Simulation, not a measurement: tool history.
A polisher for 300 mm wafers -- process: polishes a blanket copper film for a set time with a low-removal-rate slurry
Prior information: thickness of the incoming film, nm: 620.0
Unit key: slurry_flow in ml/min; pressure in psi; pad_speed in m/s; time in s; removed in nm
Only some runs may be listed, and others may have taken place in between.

Run 1, hour 0.0: slurry_flow 135 ml/min, pressure 3.3 psi, pad_speed 0.88 m/s, slurry_solids 1.0, time 107 s. Result: removed 269.97 nm.
Run 2, hour 3.9: slurry_flow 135 ml/min, pressure 3.3 psi, pad_speed 0.88 m/s, slurry_solids 1.0, time 107 s. Result: removed 267.08 nm.
Run 3, hour 5.9: slurry_flow 130 ml/min, pressure 2.8 psi, pad_speed 0.82 m/s, slurry_solids 1.0, time 107 s. Result: removed 220.62 nm.
Run 4, hour 7.3: slurry_flow 125 ml/min, pressure 2.4 psi, pad_speed 0.74 m/s, slurry_solids 1.0, time 107 s. Result: removed 176.73 nm.
Run 5, hour 12.6: slurry_flow 120 ml/min, pressure 2.1 psi, pad_speed 0.70 m/s, slurry_solids 1.0, time 107 s. Result: removed 154.82 nm.
Run 6, hour 20.4: slurry_flow 120 ml/min, pressure 2.1 psi, pad_speed 0.82 m/s, slurry_solids 1.0, time 107 s. Result: removed 179.24 nm.

For run 7, what comes out?
Run 7, hour 28.5: slurry_flow 115 ml/min, pressure 1.9 psi, pad_speed 0.76 m/s, slurry_solids 1.0, time 107 s. Result: removed ?.

{"run 7": {"removed": 155.68}}
